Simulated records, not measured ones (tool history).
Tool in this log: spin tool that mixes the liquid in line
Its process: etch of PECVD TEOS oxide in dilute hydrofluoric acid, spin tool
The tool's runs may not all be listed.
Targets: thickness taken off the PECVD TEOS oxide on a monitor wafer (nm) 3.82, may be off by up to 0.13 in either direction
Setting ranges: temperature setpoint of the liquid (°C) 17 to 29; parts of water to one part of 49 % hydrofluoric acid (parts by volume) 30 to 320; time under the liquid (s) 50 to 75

run  hour  temperature setpoint of the liquid (°C)  parts of water to one part of 49 % hydrofluoric acid (parts by volume)  time under the liquid (s)  thickness taken off the PECVD TEOS oxide on a monitor wafer (nm)
  1     0                                       21                                                                     175                         75                                                            5.3899
  2   8.5                                       20                                                                     185                         75                                                            4.8692
  3    12                                       20                                                                     185                         50                                                            3.2415
  4  14.8                                     20.5                                                                     185                         50                                                             3.302
  5  17.8                                     21.5                                                                     185                         50                                                            3.4225
  6  20.6                                     21.5                                                                     135                         50                                                            4.9743
  7  29.2                                     20.5                                                                     145                         50                                                            4.4128
  8  30.4                                     19.5                                                                     145                         50                                                            4.1726

5 next moves are on the table. One of them brings every result within its allowed miss. Which?
  A  31.6                                       22                                                                     185                         65                                                                 ?
  B  31.6                                       20                                                                     160                         50                                                                 ?
  C  31.6                                     22.5                                                                     170                         60                                                                 ?
  D  31.6                                     18.5                                                                     145                         50                                                                 ?
  E  31.6                                     20.5                                                                     145                         55                                                                 ?

move  thickness taken off the PECVD TEOS oxide on a monitor wafer (nm)
   A                                                            4.5532
   B                                                            3.8383
   C                                                            4.7337
   D                                                            4.0458
   E                                                            4.8243
A: its largest miss is bigger than the last run's
B: all results land within tolerance of their targets
C: its largest miss is bigger than the last run's
D: gains on the last run, yet a result remains outside its allowed miss
E: its largest miss is bigger than the last run's
So the answer is move B, the one that meets all the targets.
